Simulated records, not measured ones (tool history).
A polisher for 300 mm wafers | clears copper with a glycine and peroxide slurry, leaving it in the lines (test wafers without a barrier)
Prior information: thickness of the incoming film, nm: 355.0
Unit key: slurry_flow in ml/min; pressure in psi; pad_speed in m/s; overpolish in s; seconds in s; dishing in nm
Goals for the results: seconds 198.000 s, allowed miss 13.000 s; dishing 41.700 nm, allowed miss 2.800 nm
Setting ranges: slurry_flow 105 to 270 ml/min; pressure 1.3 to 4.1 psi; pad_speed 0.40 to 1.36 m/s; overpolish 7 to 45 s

{"run": 1, "day": 0.0, "slurry_flow": 175, "pressure": 2.7, "pad_speed": 0.88, "overpolish": 23, "seconds": 99.836, "dishing": 61.01}
{"run": 2, "day": 0.096, "slurry_flow": 175, "pressure": 3.3, "pad_speed": 0.88, "overpolish": 23, "seconds": 79.913, "dishing": 69.258}
{"run": 3, "day": 0.246, "slurry_flow": 175, "pressure": 3.0, "pad_speed": 0.84, "overpolish": 23, "seconds": 94.872, "dishing": 65.667}
{"run": 4, "day": 0.562, "slurry_flow": 175, "pressure": 2.7, "pad_speed": 0.82, "overpolish": 23, "seconds": 106.38, "dishing": 60.144}
{"run": 5, "day": 0.792, "slurry_flow": 175, "pressure": 2.2, "pad_speed": 0.82, "overpolish": 23, "seconds": 123.49, "dishing": 54.563}
{"run": 6, "day": 1.146, "slurry_flow": 175, "pressure": 2.2, "pad_speed": 0.82, "overpolish": 15, "seconds": 123.73, "dishing": 36.654}
{"run": 7, "day": 1.433, "slurry_flow": 175, "pressure": 2.0, "pad_speed": 0.78, "overpolish": 17, "seconds": 133.85, "dishing": 36.682}
{"run": 8, "day": 1.762, "slurry_flow": 175, "pressure": 1.9, "pad_speed": 0.74, "overpolish": 19, "seconds": 148.81, "dishing": 38.479}
{"run": 9, "day": 2.117, "slurry_flow": 175, "pressure": 1.8, "pad_speed": 0.72, "overpolish": 20, "seconds": 153.67, "dishing": 38.807}
{"run": 10, "day": 2.167, "slurry_flow": 175, "pressure": 1.7, "pad_speed": 0.7, "overpolish": 21, "seconds": 166.11, "dishing": 38.12}

Consider the 5 candidate settings below. Which is the only one whose results all fall within their allowed miss of target?
{"run": "A", "day": 2.217, "slurry_flow": 155, "pressure": 1.3, "pad_speed": 0.84, "overpolish": 25, "seconds": "?", "dishing": "?"}
{"run": "B", "day": 2.217, "slurry_flow": 175, "pressure": 2.1, "pad_speed": 0.58, "overpolish": 22, "seconds": "?", "dishing": "?"}
{"run": "C", "day": 2.217, "slurry_flow": 185, "pressure": 1.4, "pad_speed": 0.6, "overpolish": 22, "seconds": "?", "dishing": "?"}
{"run": "D", "day": 2.217, "slurry_flow": 135, "pressure": 1.3, "pad_speed": 0.76, "overpolish": 28, "seconds": "?", "dishing": "?"}
{"run": "E", "day": 2.217, "slurry_flow": 225, "pressure": 1.9, "pad_speed": 0.42, "overpolish": 35, "seconds": "?", "dishing": "?"}

move=A seconds=174.240 dishing=40.329
move=B seconds=158.160 dishing=40.287
move=C seconds=197.830 dishing=33.034
move=D seconds=191.770 dishing=41.122
move=E seconds=197.360 dishing=50.093
A: closer than the last run, but not yet in spec
B: misses by more than the last run did
C: the furthest-off result lands on target, but another misses its tolerance
D: meets every target
E: the furthest-off result lands on target, but another misses its tolerance
D meets every target.

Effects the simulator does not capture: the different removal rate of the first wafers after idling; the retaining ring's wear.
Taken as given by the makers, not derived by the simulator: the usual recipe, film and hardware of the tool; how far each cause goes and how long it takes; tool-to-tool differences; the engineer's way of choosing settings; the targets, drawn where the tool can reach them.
